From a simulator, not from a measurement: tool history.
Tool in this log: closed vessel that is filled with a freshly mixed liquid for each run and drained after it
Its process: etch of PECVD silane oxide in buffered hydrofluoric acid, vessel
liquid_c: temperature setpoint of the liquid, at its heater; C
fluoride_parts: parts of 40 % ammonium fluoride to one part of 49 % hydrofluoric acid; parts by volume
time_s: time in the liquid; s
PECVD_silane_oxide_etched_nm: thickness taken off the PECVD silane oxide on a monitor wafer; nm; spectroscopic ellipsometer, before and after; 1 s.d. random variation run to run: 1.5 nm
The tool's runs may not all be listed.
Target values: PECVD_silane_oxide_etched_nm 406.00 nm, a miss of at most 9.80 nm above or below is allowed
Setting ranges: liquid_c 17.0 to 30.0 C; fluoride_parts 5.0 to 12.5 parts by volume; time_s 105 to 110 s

| run | hour | liquid_c | fluoride_parts | time_s | PECVD_silane_oxide_etched_nm |
|---|---|---|---|---|---|
| 1 | 0.0 | 22.0 | 7.5 | 105 | 359.03 |
| 2 | 8.7 | 22.5 | 7.5 | 105 | 367.49 |
| 3 | 16.1 | 21.0 | 7.5 | 105 | 339.62 |
| 4 | 19.6 | 21.0 | 7.5 | 110 | 357.67 |
| 5 | 22.0 | 21.0 | 7.5 | 110 | 356.53 |
| 6 | 27.1 | 18.0 | 7.5 | 110 | 301.40 |
| 7 | 31.3 | 19.5 | 7.5 | 110 | 328.33 |
|  | 38.0 | hydrofluoric acid flow meter replaced |
| 8 | 38.0 | 23.5 | 7.5 | 110 | 387.84 |
| 9 | 39.0 | 23.5 | 7.5 | 110 | 389.55 |

Next run, 4 choices. One meets every target within its allowed miss, the rest don't. Which?
| A | 40.0 | 22.5 | 7.5 | 110 | ? |
| B | 40.0 | 27.0 | 9.0 | 105 | ? |
| C | 40.0 | 25.5 | 8.5 | 110 | ? |
| D | 40.0 | 23.0 | 7.0 | 110 | ? |

| move | PECVD_silane_oxide_etched_nm |
|---|---|
| A | 367.80 |
| B | 367.78 |
| C | 378.22 |
| D | 407.27 |
A: moves away from the targets compared with the last run
B: moves away from the targets compared with the last run
C: moves away from the targets compared with the last run
D: every result lands within tolerance
The move that meets every target is D.
